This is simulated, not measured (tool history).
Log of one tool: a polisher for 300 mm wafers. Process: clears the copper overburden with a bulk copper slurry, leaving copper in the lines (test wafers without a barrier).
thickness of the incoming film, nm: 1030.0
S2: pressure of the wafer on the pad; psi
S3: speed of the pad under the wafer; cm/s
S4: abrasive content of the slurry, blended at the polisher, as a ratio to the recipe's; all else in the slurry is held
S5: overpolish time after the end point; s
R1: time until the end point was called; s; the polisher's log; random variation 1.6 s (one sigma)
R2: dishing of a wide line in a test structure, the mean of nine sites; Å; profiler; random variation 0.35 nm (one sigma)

Run 1, hour 0: flow of slurry (ml/min) 230, S2 2.4 psi, S3 108 cm/s, S4 1, S5 20 s. Result: R1 103.35 s, R2 480.37 Å.
Run 2, hour 4: flow of slurry (ml/min) 230, S2 2.4 psi, S3 118 cm/s, S4 1, S5 20 s. Result: R1 95.144 s, R2 478.18 Å.
Run 3, hour 11.7: flow of slurry (ml/min) 220, S2 2.2 psi, S3 124 cm/s, S4 0.95, S5 18 s. Result: R1 101.62 s, R2 455.8 Å.
Run 4, hour 13.3: flow of slurry (ml/min) 220, S2 2.2 psi, S3 140 cm/s, S4 0.95, S5 18 s. Result: R1 92.769 s, R2 467.34 Å.
Run 5, hour 16.5: flow of slurry (ml/min) 220, S2 2.1 psi, S3 144 cm/s, S4 0.95, S5 16 s. Result: R1 92.932 s, R2 455.91 Å.
Run 6, hour 19.8: flow of slurry (ml/min) 215, S2 2 psi, S3 148 cm/s, S4 0.95, S5 15 s. Result: R1 94.918 s, R2 448.06 Å.
Run 7, hour 23.8: flow of slurry (ml/min) 235, S2 1.9 psi, S3 150 cm/s, S4 0.9, S5 14 s. Result: R1 97.654 s, R2 431.48 Å.
Run 8, hour 32.6: flow of slurry (ml/min) 300, S2 1.3 psi, S3 168 cm/s, S4 0.65, S5 6 s. Result: R1 136.46 s, R2 239.43 Å.
Run 9, hour 38.9: flow of slurry (ml/min) 285, S2 1.3 psi, S3 168 cm/s, S4 0.65, S5 6 s. Result: R1 133.4 s, R2 241.51 Å.
Run 10, hour 41.6: flow of slurry (ml/min) 275, S2 1.8 psi, S3 162 cm/s, S4 0.65, S5 16 s. Result: R1 104.62 s, R2 441.48 Å.
Run 11, hour 47.9: flow of slurry (ml/min) 280, S2 1.7 psi, S3 162 cm/s, S4 0.7, S5 16 s. Result: R1 107.59 s, R2 438.58 Å.
Run 12, hour 51.9: flow of slurry (ml/min) 280, S2 1.7 psi, S3 162 cm/s, S4 0.7, S5 15 s. Result: R1 107.02 s, R2 417.43 Å.
Run 13, hour 54.4: flow of slurry (ml/min) 280, S2 1.7 psi, S3 162 cm/s, S4 0.7, S5 15 s. Result: R1 105.44 s, R2 419.2 Å.
Run 14, hour 59.4: flow of slurry (ml/min) 280, S2 1.7 psi, S3 162 cm/s, S4 0.7, S5 15 s. Result: R1 105.41 s, R2 426.46 Å.
Run 15, hour 61.3: flow of slurry (ml/min) 280, S2 1.7 psi, S3 162 cm/s, S4 0.7, S5 14 s. Result: R1 103.57 s, R2 415.43 Å.

Forecast run 16:
Run 16, hour 64.6: flow of slurry (ml/min) 270, S2 1.7 psi, S3 162 cm/s, S4 0.7, S5 14 s. Result: R1 ?, R2 ?.

{"run 16": {"R1": 106.97, "R2": 408.04}}
